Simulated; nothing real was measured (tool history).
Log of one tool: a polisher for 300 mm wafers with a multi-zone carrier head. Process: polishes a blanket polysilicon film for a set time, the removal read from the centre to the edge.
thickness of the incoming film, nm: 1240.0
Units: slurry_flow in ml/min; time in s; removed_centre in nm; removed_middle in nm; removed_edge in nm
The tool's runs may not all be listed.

{"run": 1, "hour": 0.0, "slurry_flow": 235, "centre_zone": 1.0, "middle_zone": 1.0, "edge_zone": 1.0, "time": 36, "removed_centre": 221.71, "removed_middle": 220.32, "removed_edge": 212.15}
{"run": 2, "hour": 2.3, "slurry_flow": 235, "centre_zone": 1.0, "middle_zone": 1.0, "edge_zone": 1.0, "time": 41, "removed_centre": 251.18, "removed_middle": 251.24, "removed_edge": 249.85}
{"run": 3, "hour": 5.1, "slurry_flow": 235, "centre_zone": 1.01, "middle_zone": 0.98, "edge_zone": 1.0, "time": 41, "removed_centre": 253.05, "removed_middle": 236.25, "removed_edge": 243.67}
{"run": 4, "hour": 6.1, "slurry_flow": 235, "centre_zone": 1.01, "middle_zone": 1.05, "edge_zone": 1.0, "time": 41, "removed_centre": 253.85, "removed_middle": 245.09, "removed_edge": 245.99}
{"run": 5, "hour": 14.4, "slurry_flow": 235, "centre_zone": 1.01, "middle_zone": 1.05, "edge_zone": 0.96, "time": 41, "removed_centre": 253.63, "removed_middle": 254.23, "removed_edge": 237.72}
{"run": 6, "hour": 17.0, "slurry_flow": 235, "centre_zone": 1.03, "middle_zone": 1.04, "edge_zone": 0.97, "time": 41, "removed_centre": 259.07, "removed_middle": 251.63, "removed_edge": 237.42}
{"run": 7, "hour": 18.6, "slurry_flow": 235, "centre_zone": 1.04, "middle_zone": 1.02, "edge_zone": 0.99, "time": 41, "removed_centre": 262.22, "removed_middle": 242.86, "removed_edge": 239.76}
{"run": 8, "hour": 25.9, "slurry_flow": 235, "centre_zone": 1.05, "middle_zone": 1.01, "edge_zone": 1.0, "time": 41, "removed_centre": 263.12, "removed_middle": 243.72, "removed_edge": 241.85}
{"hour": 31.4, "done": "edge zone pressure recalibrated"}
{"run": 9, "hour": 31.4, "slurry_flow": 235, "centre_zone": 1.06, "middle_zone": 0.99, "edge_zone": 1.01, "time": 41, "removed_centre": 264.01, "removed_middle": 238.48, "removed_edge": 244.99}
{"run": 10, "hour": 33.0, "slurry_flow": 235, "centre_zone": 1.07, "middle_zone": 0.98, "edge_zone": 1.01, "time": 41, "removed_centre": 266.14, "removed_middle": 239.87, "removed_edge": 255.7}

Forecast run 11:
{"run": 11, "hour": 38.1, "slurry_flow": 235, "centre_zone": 1.08, "middle_zone": 0.96, "edge_zone": 1.0, "time": 41, "removed_centre": "?", "removed_middle": "?", "removed_edge": "?"}

removed_centre: 272.81 nm
removed_middle: 235.58 nm
removed_edge: 249.89 nm
